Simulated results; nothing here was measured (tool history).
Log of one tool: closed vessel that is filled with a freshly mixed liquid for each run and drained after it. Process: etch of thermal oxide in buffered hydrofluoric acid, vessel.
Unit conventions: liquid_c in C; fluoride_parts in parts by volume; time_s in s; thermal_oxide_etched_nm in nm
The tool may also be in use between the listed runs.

run  hour  liquid_c  fluoride_parts  time_s  thermal_oxide_etched_nm
  1   0.0      23.0            23.5      85                   35.942
  2   5.7      21.5            23.5      85                   33.268
  3  14.4      24.0            23.5      85                   38.333
  4  17.1      24.0            26.0      85                   35.610
  5  20.8      24.0            26.0      90                   38.242
  6  22.5      23.0            26.0      90                   36.236
  7  30.2      22.5            26.0      90                   35.062

The next listed run, before its measurement:
  8  32.7      22.0            26.0      90                        ?

{"run 8": {"thermal_oxide_etched_nm": 33.652}}
